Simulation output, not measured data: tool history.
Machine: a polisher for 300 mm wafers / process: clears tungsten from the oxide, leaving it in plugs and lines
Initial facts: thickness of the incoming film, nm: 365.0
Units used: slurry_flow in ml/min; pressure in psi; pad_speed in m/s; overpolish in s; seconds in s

run	hour	slurry_flow	pressure	pad_speed	slurry_solids	overpolish	seconds
1	0	140	2.7	0.94	1	12	120.21
2	6	140	2.7	0.94	1.1	12	120.78
3	11.8	140	2.9	0.96	1.1	12	107.6
4	13.5	140	3	0.96	1.1	12	105.44
5	21.9	140	2.7	0.96	1.1	12	116.08
6	25.2	140	2.7	0.96	1	12	124.58

Estimate the outcome of run 7 from the log above:
7	28.2	140	2.9	0.98	1	12	?

seconds: 108.49 s

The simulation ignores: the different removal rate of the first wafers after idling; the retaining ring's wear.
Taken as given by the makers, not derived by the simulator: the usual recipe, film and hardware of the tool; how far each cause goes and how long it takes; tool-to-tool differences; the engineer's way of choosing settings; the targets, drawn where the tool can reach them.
